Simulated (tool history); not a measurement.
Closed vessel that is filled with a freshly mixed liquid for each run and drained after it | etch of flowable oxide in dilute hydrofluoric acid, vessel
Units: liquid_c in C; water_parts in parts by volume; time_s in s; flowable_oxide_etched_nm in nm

Run 1, hour 0: liquid_c 22 C, water_parts 55 parts by volume, time_s 90 s. Result: flowable_oxide_etched_nm 39.072 nm.
Run 2, hour 6.1: liquid_c 22 C, water_parts 55 parts by volume, time_s 90 s. Result: flowable_oxide_etched_nm 39.04 nm.
Run 3, hour 8.9: liquid_c 22 C, water_parts 70 parts by volume, time_s 90 s. Result: flowable_oxide_etched_nm 30.205 nm.
Run 4, hour 14.3: liquid_c 23.5 C, water_parts 70 parts by volume, time_s 90 s. Result: flowable_oxide_etched_nm 31.921 nm.
Run 5, hour 19.3: liquid_c 24.5 C, water_parts 70 parts by volume, time_s 90 s. Result: flowable_oxide_etched_nm 33.272 nm.
Run 6, hour 25.2: liquid_c 25.5 C, water_parts 70 parts by volume, time_s 90 s. Result: flowable_oxide_etched_nm 35.33 nm.

Run 7 comes next. What will it give?
Run 7, hour 28.2: liquid_c 26 C, water_parts 70 parts by volume, time_s 90 s. Result: flowable_oxide_etched_nm ?.

{"run 7": {"flowable_oxide_etched_nm": 35.037}}
